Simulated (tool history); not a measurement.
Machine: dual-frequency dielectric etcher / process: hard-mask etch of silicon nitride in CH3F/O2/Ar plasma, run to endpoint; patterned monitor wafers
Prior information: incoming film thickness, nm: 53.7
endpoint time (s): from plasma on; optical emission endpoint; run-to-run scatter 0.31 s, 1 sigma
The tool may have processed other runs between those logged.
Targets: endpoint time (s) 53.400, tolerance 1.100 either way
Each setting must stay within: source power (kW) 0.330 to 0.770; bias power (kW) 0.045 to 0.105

run 1 hour=0.0 | source_power_(kW)=0.550 bias_power_(kW)=0.075 | endpoint_time_(s)=62.679
run 2 hour=7.9 | source_power_(kW)=0.570 bias_power_(kW)=0.076 | endpoint_time_(s)=61.167
run 3 hour=11.6 | source_power_(kW)=0.570 bias_power_(kW)=0.089 | endpoint_time_(s)=55.793
run 4 hour=20.4 | source_power_(kW)=0.570 bias_power_(kW)=0.084 | endpoint_time_(s)=57.040
run 5 hour=26.3 | source_power_(kW)=0.580 bias_power_(kW)=0.084 | endpoint_time_(s)=57.376
run 6 hour=28.8 | source_power_(kW)=0.580 bias_power_(kW)=0.078 | endpoint_time_(s)=59.123
run 7 hour=37.2 | source_power_(kW)=0.590 bias_power_(kW)=0.078 | endpoint_time_(s)=58.470
run 8 hour=40.3 | source_power_(kW)=0.600 bias_power_(kW)=0.078 | endpoint_time_(s)=58.345
run 9 hour=45.5 | source_power_(kW)=0.610 bias_power_(kW)=0.078 | endpoint_time_(s)=57.232
run 10 hour=46.2 | source_power_(kW)=0.620 bias_power_(kW)=0.078 | endpoint_time_(s)=56.697
run 11 hour=52.2 | source_power_(kW)=0.630 bias_power_(kW)=0.078 | endpoint_time_(s)=56.378
run 12 hour=57.8 | source_power_(kW)=0.640 bias_power_(kW)=0.078 | endpoint_time_(s)=55.385

Which of these 5 next moves meets every target?
run A hour=63.4 | source_power_(kW)=0.540 bias_power_(kW)=0.090 | endpoint_time_(s)=?
run B hour=63.4 | source_power_(kW)=0.690 bias_power_(kW)=0.069 | endpoint_time_(s)=?
run C hour=63.4 | source_power_(kW)=0.670 bias_power_(kW)=0.081 | endpoint_time_(s)=?
run D hour=63.4 | source_power_(kW)=0.660 bias_power_(kW)=0.073 | endpoint_time_(s)=?
run E hour=63.4 | source_power_(kW)=0.670 bias_power_(kW)=0.066 | endpoint_time_(s)=?

move=A endpoint_time_(s)=57.141
move=B endpoint_time_(s)=57.193
move=C endpoint_time_(s)=53.410
move=D endpoint_time_(s)=56.876
move=E endpoint_time_(s)=59.541
A: lands further from the targets than the last run did
B: lands further from the targets than the last run did
C: each result inside its tolerance
D: lands further from the targets than the last run did
E: lands further from the targets than the last run did
Move C is the one to make.

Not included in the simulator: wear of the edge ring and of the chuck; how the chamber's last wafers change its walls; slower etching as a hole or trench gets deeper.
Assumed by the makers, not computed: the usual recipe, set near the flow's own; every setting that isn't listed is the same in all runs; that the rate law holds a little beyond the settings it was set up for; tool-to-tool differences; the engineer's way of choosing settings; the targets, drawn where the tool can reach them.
